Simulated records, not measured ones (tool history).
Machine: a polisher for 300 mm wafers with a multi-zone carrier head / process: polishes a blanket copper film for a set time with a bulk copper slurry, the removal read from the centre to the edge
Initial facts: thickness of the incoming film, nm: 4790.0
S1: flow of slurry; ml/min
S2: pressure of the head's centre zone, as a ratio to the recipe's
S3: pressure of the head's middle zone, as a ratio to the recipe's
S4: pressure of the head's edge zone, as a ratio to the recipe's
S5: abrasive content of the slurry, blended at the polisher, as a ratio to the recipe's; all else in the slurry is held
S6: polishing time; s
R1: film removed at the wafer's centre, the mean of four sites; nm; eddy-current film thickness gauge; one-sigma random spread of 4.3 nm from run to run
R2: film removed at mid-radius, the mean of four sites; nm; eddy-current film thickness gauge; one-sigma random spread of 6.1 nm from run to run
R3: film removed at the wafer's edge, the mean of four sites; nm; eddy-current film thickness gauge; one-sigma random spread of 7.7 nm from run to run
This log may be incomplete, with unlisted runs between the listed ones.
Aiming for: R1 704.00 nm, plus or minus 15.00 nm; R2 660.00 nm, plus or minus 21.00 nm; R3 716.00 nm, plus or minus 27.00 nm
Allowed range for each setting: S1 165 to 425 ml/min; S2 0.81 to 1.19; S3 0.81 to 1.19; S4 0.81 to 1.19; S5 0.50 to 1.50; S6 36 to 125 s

run 1 day=0.000 | S1=275 S2=1.00 S3=1.00 S4=1.00 S5=1.00 S6=80 | R1=1038.20 R2=1043.90 R3=1049.20
run 2 day=0.308 | S1=275 S2=0.95 S3=1.00 S4=1.00 S5=1.00 S6=80 | R1=992.39 R2=1056.40 R3=1031.90
run 3 day=0.521 | S1=270 S2=0.95 S3=0.97 S4=0.98 S5=0.90 S6=78 | R1=932.13 R2=957.66 R3=971.37
run 4 day=0.738 | S1=270 S2=0.94 S3=0.95 S4=0.96 S5=0.85 S6=77 | R1=898.74 R2=921.52 R3=950.66
run 5 day=0.962 | S1=270 S2=0.94 S3=1.01 S4=0.96 S5=0.85 S6=77 | R1=904.29 R2=979.63 R3=936.38
run 6 day=1.000 | S1=270 S2=0.94 S3=1.01 S4=0.96 S5=0.85 S6=64 | R1=746.59 R2=793.20 R3=764.13
run 7 day=1.212 | S1=265 S2=0.94 S3=0.99 S4=0.94 S5=0.85 S6=64 | R1=744.94 R2=785.05 R3=756.65
run 8 day=1.354 | S1=260 S2=0.94 S3=0.97 S4=0.93 S5=0.85 S6=64 | R1=742.47 R2=763.17 R3=743.91
run 9 day=1.696 | S1=250 S2=0.94 S3=0.95 S4=0.93 S5=0.85 S6=64 | R1=742.51 R2=749.32 R3=757.88
run 10 day=1.988 | S1=245 S2=0.94 S3=0.94 S4=0.92 S5=0.85 S6=64 | R1=734.84 R2=734.43 R3=743.82
run 11 day=2.179 | S1=235 S2=0.94 S3=0.93 S4=0.92 S5=0.85 S6=64 | R1=730.22 R2=735.95 R3=736.94
run 12 day=2.342 | S1=230 S2=0.94 S3=0.91 S4=0.92 S5=0.85 S6=64 | R1=724.91 R2=714.90 R3=760.81
run 13 day=2.567 | S1=220 S2=0.96 S3=0.87 S4=0.83 S5=0.70 S6=63 | R1=678.98 R2=629.09 R3=647.49
run 14 day=2.921 | S1=225 S2=0.96 S3=0.87 S4=0.84 S5=0.70 S6=63 | R1=694.94 R2=638.21 R3=652.36

Pick the move, out of 4, that brings all results within their allowed miss; only one does.
run A day=3.275 | S1=300 S2=0.94 S3=0.86 S4=0.91 S5=0.60 S6=67 | R1=? R2=? R3=?
run B day=3.275 | S1=285 S2=1.11 S3=0.96 S4=0.81 S5=0.55 S6=60 | R1=? R2=? R3=?
run C day=3.275 | S1=275 S2=1.03 S3=1.03 S4=0.81 S5=0.80 S6=54 | R1=? R2=? R3=?
run D day=3.275 | S1=220 S2=0.99 S3=0.83 S4=0.81 S5=0.60 S6=67 | R1=? R2=? R3=?

move=A R1=696.78 R2=654.06 R3=696.07
move=B R1=708.84 R2=616.08 R3=568.28
move=C R1=676.49 R2=672.95 R3=584.69
move=D R1=705.88 R2=613.17 R3=643.52
A: every result lands within tolerance
B: the biggest miss grows against the last run
C: the biggest miss grows against the last run
D: the biggest miss grows against the last run
So the answer is move A, the one that meets all the targets.
